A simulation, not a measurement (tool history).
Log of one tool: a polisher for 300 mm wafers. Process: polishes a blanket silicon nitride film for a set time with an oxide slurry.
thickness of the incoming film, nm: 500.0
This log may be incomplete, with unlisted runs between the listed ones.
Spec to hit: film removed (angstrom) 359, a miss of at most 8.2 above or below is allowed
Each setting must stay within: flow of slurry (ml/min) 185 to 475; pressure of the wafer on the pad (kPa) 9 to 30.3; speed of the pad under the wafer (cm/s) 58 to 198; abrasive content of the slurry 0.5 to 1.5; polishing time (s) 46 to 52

run	hour	flow of slurry (ml/min)	pressure of the wafer on the pad (kPa)	speed of the pad under the wafer (cm/s)	abrasive content of the slurry	polishing time (s)	film removed (angstrom)
1	0	305	19.3	128	1	52	315.82
2	4.5	310	20	128	1	52	326.89
3	6.5	310	20	128	1	46	290.51
4	8.2	310	20.7	128	1	46	298.33
5	9.3	310	20.7	128	0.85	46	283.15
6	10.1	310	21.4	128	0.85	46	286.26
7	14.4	310	22.1	128	0.85	46	298.31
8	22.5	310	22.8	128	0.85	46	300.15
9	30.7	310	23.4	128	0.85	46	312.58
10	32.5	310	24.1	128	0.85	46	313.2
11	37.1	325	27.6	128	0.85	46	347.24

Next run, 5 choices. One meets every target within its allowed miss, the rest don't. Which?
A	41.7	345	28.3	114	0.85	47	?
B	41.7	320	24.8	158	0.75	48	?
C	41.7	340	30.3	114	0.8	49	?
D	41.7	395	21.4	138	0.85	50	?
E	41.7	310	26.9	116	0.85	47	?

move	film removed (angstrom)
A	333.6
B	386.07
C	360.77
D	340.42
E	322.97
A: further off than the last run
B: takes the biggest miss from the last run beyond its target
C: in spec on every target
D: further off than the last run
E: further off than the last run
C meets every target.

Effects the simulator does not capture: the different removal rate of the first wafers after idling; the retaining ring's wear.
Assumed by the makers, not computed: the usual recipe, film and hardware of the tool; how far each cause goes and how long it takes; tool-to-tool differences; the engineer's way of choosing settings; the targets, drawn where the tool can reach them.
